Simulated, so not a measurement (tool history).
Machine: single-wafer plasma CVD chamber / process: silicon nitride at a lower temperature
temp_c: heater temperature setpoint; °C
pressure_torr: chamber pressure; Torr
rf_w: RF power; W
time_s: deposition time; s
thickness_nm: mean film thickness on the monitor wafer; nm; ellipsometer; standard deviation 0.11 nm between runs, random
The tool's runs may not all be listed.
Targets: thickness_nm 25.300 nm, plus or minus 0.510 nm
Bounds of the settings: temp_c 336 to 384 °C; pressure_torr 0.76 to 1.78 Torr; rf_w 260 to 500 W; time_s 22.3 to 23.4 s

Run 1, hour 0.0: temp_c 360 °C, pressure_torr 1.27 Torr, rf_w 380 W, time_s 23.4 s. Result: thickness_nm 29.557 nm.
Run 2, hour 1.1: temp_c 360 °C, pressure_torr 1.27 Torr, rf_w 405 W, time_s 23.4 s. Result: thickness_nm 31.285 nm.
Run 3, hour 3.3: temp_c 360 °C, pressure_torr 1.16 Torr, rf_w 405 W, time_s 23.4 s. Result: thickness_nm 30.345 nm.
Run 4, hour 4.4: temp_c 360 °C, pressure_torr 1.16 Torr, rf_w 405 W, time_s 23.4 s. Result: thickness_nm 30.315 nm.
Run 5, hour 5.1: temp_c 360 °C, pressure_torr 1.11 Torr, rf_w 395 W, time_s 23.4 s. Result: thickness_nm 29.229 nm.
Run 6, hour 7.0: temp_c 351 °C, pressure_torr 1.11 Torr, rf_w 395 W, time_s 23.4 s. Result: thickness_nm 29.467 nm.
Run 7, hour 13.1: temp_c 351 °C, pressure_torr 1.06 Torr, rf_w 390 W, time_s 23.4 s. Result: thickness_nm 28.510 nm.
Run 8, hour 15.8: temp_c 351 °C, pressure_torr 1.02 Torr, rf_w 385 W, time_s 23.4 s. Result: thickness_nm 27.872 nm.
Run 9, hour 17.6: temp_c 351 °C, pressure_torr 0.98 Torr, rf_w 385 W, time_s 23.4 s. Result: thickness_nm 27.312 nm.
Run 10, hour 18.3: temp_c 351 °C, pressure_torr 0.98 Torr, rf_w 385 W, time_s 23.4 s. Result: thickness_nm 27.235 nm.
Run 11, hour 22.2: temp_c 351 °C, pressure_torr 0.95 Torr, rf_w 385 W, time_s 23.4 s. Result: thickness_nm 26.725 nm.
Run 12, hour 26.0: temp_c 351 °C, pressure_torr 0.95 Torr, rf_w 385 W, time_s 23.4 s. Result: thickness_nm 26.564 nm.
Run 13, hour 32.7: temp_c 351 °C, pressure_torr 0.93 Torr, rf_w 385 W, time_s 23.4 s. Result: thickness_nm 26.683 nm.
Run 14, hour 34.5: temp_c 351 °C, pressure_torr 0.91 Torr, rf_w 385 W, time_s 23.4 s. Result: thickness_nm 26.331 nm.
Run 15, hour 41.0: temp_c 351 °C, pressure_torr 0.90 Torr, rf_w 385 W, time_s 23.4 s. Result: thickness_nm 26.209 nm.
Run 16, hour 46.3: temp_c 351 °C, pressure_torr 0.77 Torr, rf_w 380 W, time_s 23.4 s. Result: thickness_nm 23.647 nm.
Run 17, hour 48.3: temp_c 349 °C, pressure_torr 0.78 Torr, rf_w 380 W, time_s 23.4 s. Result: thickness_nm 24.106 nm.
Run 18, hour 53.4: temp_c 348 °C, pressure_torr 0.79 Torr, rf_w 380 W, time_s 23.4 s. Result: thickness_nm 24.252 nm.
Run 19, hour 57.6: temp_c 348 °C, pressure_torr 0.80 Torr, rf_w 380 W, time_s 23.4 s. Result: thickness_nm 24.393 nm.
Run 20, hour 58.5: temp_c 348 °C, pressure_torr 0.93 Torr, rf_w 385 W, time_s 23.4 s. Result: thickness_nm 26.810 nm.
Run 21, hour 59.7: temp_c 349 °C, pressure_torr 0.92 Torr, rf_w 385 W, time_s 23.4 s. Result: thickness_nm 26.230 nm.
Run 22, hour 65.6: temp_c 349 °C, pressure_torr 0.91 Torr, rf_w 385 W, time_s 23.4 s. Result: thickness_nm 26.498 nm.
Run 23, hour 71.3: temp_c 350 °C, pressure_torr 0.90 Torr, rf_w 385 W, time_s 23.4 s. Result: thickness_nm 26.035 nm.

Exactly one of the 5 candidate moves below puts every result within its allowed miss. Which one?
Run A, hour 77.0: temp_c 371 °C, pressure_torr 0.76 Torr, rf_w 420 W, time_s 22.3 s. Result: thickness_nm ?.
Run B, hour 77.0: temp_c 346 °C, pressure_torr 1.07 Torr, rf_w 365 W, time_s 23.4 s. Result: thickness_nm ?.
Run C, hour 77.0: temp_c 347 °C, pressure_torr 1.01 Torr, rf_w 365 W, time_s 23.4 s. Result: thickness_nm ?.
Run D, hour 77.0: temp_c 341 °C, pressure_torr 0.87 Torr, rf_w 395 W, time_s 23.4 s. Result: thickness_nm ?.
Run E, hour 77.0: temp_c 349 °C, pressure_torr 0.76 Torr, rf_w 435 W, time_s 22.3 s. Result: thickness_nm ?.

move  thickness_nm
   A        24.150
   B        26.661
   C        26.035
   D        26.243
   E        25.123
A: takes the biggest miss from the last run beyond its target
B: lands further from the targets than the last run did
C: about as far from the targets as the last run
D: lands further from the targets than the last run did
E: meets every target
E meets every target.
